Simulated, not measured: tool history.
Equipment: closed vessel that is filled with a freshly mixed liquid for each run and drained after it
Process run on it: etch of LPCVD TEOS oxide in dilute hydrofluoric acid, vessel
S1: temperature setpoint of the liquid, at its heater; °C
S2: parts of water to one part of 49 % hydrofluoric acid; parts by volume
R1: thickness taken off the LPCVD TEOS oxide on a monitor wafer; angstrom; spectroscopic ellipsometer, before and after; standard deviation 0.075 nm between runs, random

run 1 day=0 | S1=23 S2=115 time_in_the_liquid_(s)=95 | R1=281.01
run 2 day=0.2 | S1=23 S2=115 time_in_the_liquid_(s)=95 | R1=280.98
run 3 day=0.571 | S1=23 S2=90 time_in_the_liquid_(s)=95 | R1=369.27
run 4 day=0.767 | S1=22 S2=100 time_in_the_liquid_(s)=95 | R1=315.6
run 5 day=1.025 | S1=22 S2=100 time_in_the_liquid_(s)=105 | R1=349.15
run 6 day=1.117 | S1=24.5 S2=100 time_in_the_liquid_(s)=105 | R1=386.46
run 7 day=1.471 | S1=23 S2=110 time_in_the_liquid_(s)=105 | R1=325.82
run 8 day=1.571 | S1=22 S2=115 time_in_the_liquid_(s)=105 | R1=299.54
run 9 day=1.771 | S1=21 S2=120 time_in_the_liquid_(s)=105 | R1=272.8
run 10 day=2.129 | S1=20 S2=125 time_in_the_liquid_(s)=105 | R1=250.51
run 11 day=2.292 | S1=19.5 S2=130 time_in_the_liquid_(s)=105 | R1=235.81
run 12 day=2.408 | S1=19 S2=135 time_in_the_liquid_(s)=105 | R1=220.45

Estimate the outcome of run 13 from the log above:
run 13 day=2.525 | S1=18.5 S2=140 time_in_the_liquid_(s)=105 | R1=?

Run 13 measured R1 206.51 angstrom.
